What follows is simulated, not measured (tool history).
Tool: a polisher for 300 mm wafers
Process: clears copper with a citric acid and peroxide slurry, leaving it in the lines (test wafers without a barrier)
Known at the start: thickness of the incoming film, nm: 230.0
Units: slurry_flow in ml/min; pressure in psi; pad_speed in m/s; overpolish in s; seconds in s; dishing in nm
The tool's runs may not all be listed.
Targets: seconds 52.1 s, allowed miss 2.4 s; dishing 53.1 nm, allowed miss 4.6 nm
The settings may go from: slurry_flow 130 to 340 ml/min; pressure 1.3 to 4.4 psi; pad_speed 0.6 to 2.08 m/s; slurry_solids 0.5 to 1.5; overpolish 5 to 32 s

run	hour	slurry_flow	pressure	pad_speed	slurry_solids	overpolish	seconds	dishing
1	0	220	2.8	1.34	1	16	86.332	32.071
2	5.3	220	3	1.34	1	16	81.497	34.019
3	13.1	220	3.2	1.34	1	16	75.35	36.749
4	20.3	220	3.9	1.34	1	16	61.092	39.792
5	28.9	220	4	1.34	1	17	58.954	44.641
6	33.8	220	4	1.34	0.8	17	61.438	41.282
7	41.5	225	4.4	1.36	0.85	19	55.996	53.08
8	48.9	225	4.4	1.38	0.85	19	55.632	52.405

4 next moves are on the table. One of them brings every result within its allowed miss. Which?
A	56.3	340	4.3	1.36	1.05	18	?	?
B	56.3	290	4.4	1.56	0.8	13	?	?
C	56.3	230	4.4	1.54	0.9	13	?	?
D	56.3	195	4.3	1.36	0.75	19	?	?

move	seconds	dishing
A	53.052	53.555
B	48.926	44.209
C	49.514	43.782
D	60.98	50.139
A: meets every target
B: takes the result that was furthest off past its target
C: takes the result that was furthest off past its target
D: further off than the last run
The right move is A.

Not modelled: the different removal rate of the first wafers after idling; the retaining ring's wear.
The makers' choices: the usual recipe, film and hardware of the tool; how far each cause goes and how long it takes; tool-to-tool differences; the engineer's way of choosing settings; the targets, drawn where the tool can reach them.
